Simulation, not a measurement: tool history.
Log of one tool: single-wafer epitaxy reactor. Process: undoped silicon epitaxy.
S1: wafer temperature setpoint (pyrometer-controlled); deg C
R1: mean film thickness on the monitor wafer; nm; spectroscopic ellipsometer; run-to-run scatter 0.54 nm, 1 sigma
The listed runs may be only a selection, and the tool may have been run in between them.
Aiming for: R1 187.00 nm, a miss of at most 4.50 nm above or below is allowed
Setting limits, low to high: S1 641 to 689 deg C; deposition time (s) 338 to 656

Run 1, hour 0.0: S1 665 deg C, deposition time (s) 497. Result: R1 119.49 nm.
Run 2, hour 3.5: S1 671 deg C, deposition time (s) 497. Result: R1 138.25 nm.
Run 3, hour 11.5: S1 663 deg C, deposition time (s) 497. Result: R1 114.33 nm.
Run 4, hour 13.0: S1 669 deg C, deposition time (s) 499. Result: R1 132.33 nm.
Run 5, hour 18.6: S1 664 deg C, deposition time (s) 499. Result: R1 117.91 nm.
Run 6, hour 20.4: S1 669 deg C, deposition time (s) 499. Result: R1 131.60 nm.
Run 7, hour 23.8: S1 673 deg C, deposition time (s) 500. Result: R1 145.53 nm.
Run 8, hour 26.9: S1 673 deg C, deposition time (s) 500. Result: R1 145.43 nm.
Run 9, hour 35.1: S1 676 deg C, deposition time (s) 501. Result: R1 156.00 nm.
Run 10, hour 41.5: S1 678 deg C, deposition time (s) 502. Result: R1 163.43 nm.
Run 11, hour 46.8: S1 680 deg C, deposition time (s) 502. Result: R1 170.50 nm.
Run 12, hour 47.8: S1 681 deg C, deposition time (s) 502. Result: R1 175.49 nm.
Run 13, hour 52.8: S1 682 deg C, deposition time (s) 502. Result: R1 178.01 nm.

Pick the move, out of 5, that brings all results within their allowed miss; only one does.
Run A, hour 57.8: S1 678 deg C, deposition time (s) 545. Result: R1 ?.
Run B, hour 57.8: S1 674 deg C, deposition time (s) 592. Result: R1 ?.
Run C, hour 57.8: S1 680 deg C, deposition time (s) 492. Result: R1 ?.
Run D, hour 57.8: S1 685 deg C, deposition time (s) 495. Result: R1 ?.
Run E, hour 57.8: S1 688 deg C, deposition time (s) 422. Result: R1 ?.

move      R1
   A  177.28
   B  175.82
   C  167.44
   D  188.43
   E  171.70
A: moves away from the targets compared with the last run
B: moves away from the targets compared with the last run
C: moves away from the targets compared with the last run
D: every result within its allowed miss
E: moves away from the targets compared with the last run
D is the move that brings every result within its allowed miss.
